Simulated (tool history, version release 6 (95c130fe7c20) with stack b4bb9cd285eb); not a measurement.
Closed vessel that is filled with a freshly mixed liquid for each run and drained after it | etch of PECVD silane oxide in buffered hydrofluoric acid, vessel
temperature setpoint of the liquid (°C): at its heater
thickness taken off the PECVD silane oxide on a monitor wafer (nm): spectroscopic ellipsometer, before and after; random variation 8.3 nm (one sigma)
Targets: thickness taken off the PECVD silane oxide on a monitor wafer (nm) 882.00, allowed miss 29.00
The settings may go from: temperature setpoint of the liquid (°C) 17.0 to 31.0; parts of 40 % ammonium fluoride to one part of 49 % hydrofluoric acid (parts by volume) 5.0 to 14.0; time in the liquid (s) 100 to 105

run	hour	temperature setpoint of the liquid (°C)	parts of 40 % ammonium fluoride to one part of 49 % hydrofluoric acid (parts by volume)	time in the liquid (s)	thickness taken off the PECVD silane oxide on a monitor wafer (nm)
1	0.0	23.0	8.5	100	532.61
2	3.9	26.5	8.5	100	636.88
3	5.5	26.5	10.5	100	548.03
4	6.4	28.0	9.5	100	641.11
5	11.9	28.0	9.5	105	671.13
6	18.1	28.0	9.5	100	628.37
7	24.6	29.0	9.0	100	687.97
8	28.8	29.5	8.5	100	761.09
9	37.8	30.0	8.5	100	763.29
10	44.5	30.5	8.0	100	835.10

Which of these 5 next moves meets every target?
A	51.2	26.5	6.5	105	?
B	51.2	30.0	8.0	100	?
C	51.2	27.0	7.5	100	?
D	51.2	31.0	7.5	105	?
E	51.2	28.0	6.0	100	?

move	thickness taken off the PECVD silane oxide on a monitor wafer (nm)
A	867.34
B	807.25
C	738.57
D	957.50
E	958.85
A: meets every target
B: further off than the last run
C: further off than the last run
D: takes the result that was furthest off past its target
E: takes the result that was furthest off past its target
Move A is the one to make.

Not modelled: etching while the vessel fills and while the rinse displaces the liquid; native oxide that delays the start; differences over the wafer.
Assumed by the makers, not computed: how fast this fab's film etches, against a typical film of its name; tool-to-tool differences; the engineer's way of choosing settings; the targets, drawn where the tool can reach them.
